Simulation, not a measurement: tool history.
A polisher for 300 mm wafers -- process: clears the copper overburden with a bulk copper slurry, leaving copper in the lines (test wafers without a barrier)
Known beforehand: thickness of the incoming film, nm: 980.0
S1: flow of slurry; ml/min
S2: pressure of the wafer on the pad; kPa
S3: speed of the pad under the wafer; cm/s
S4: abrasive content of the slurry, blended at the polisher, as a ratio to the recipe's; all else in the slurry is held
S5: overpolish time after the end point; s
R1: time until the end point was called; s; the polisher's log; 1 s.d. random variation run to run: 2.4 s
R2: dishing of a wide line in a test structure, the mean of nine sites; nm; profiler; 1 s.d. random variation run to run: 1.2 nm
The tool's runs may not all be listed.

| run | hour | S1 | S2 | S3 | S4 | S5 | R1 | R2 |
|---|---|---|---|---|---|---|---|---|
| 1 | 0.0 | 280 | 15.9 | 120 | 1.00 | 27 | 105.67 | 122.38 |
| 2 | 7.1 | 280 | 13.1 | 120 | 1.00 | 27 | 128.05 | 105.28 |
| 3 | 15.3 | 280 | 13.1 | 118 | 1.00 | 29 | 129.48 | 110.27 |
| 4 | 22.7 | 280 | 13.1 | 118 | 1.15 | 29 | 124.02 | 109.97 |
| 5 | 29.2 | 310 | 13.1 | 118 | 1.15 | 29 | 128.39 | 112.26 |
| 6 | 30.5 | 320 | 13.1 | 118 | 1.15 | 30 | 124.30 | 111.61 |
| 7 | 33.5 | 320 | 12.4 | 116 | 1.15 | 32 | 131.72 | 112.28 |
| 8 | 37.4 | 320 | 11.7 | 114 | 1.15 | 33 | 146.25 | 108.30 |

What does the tool deliver on the next run?
| 9 | 45.3 | 320 | 11.7 | 114 | 1.15 | 34 | ? | ? |

Run 9 measured R1 145.83 s, R2 108.89 nm.
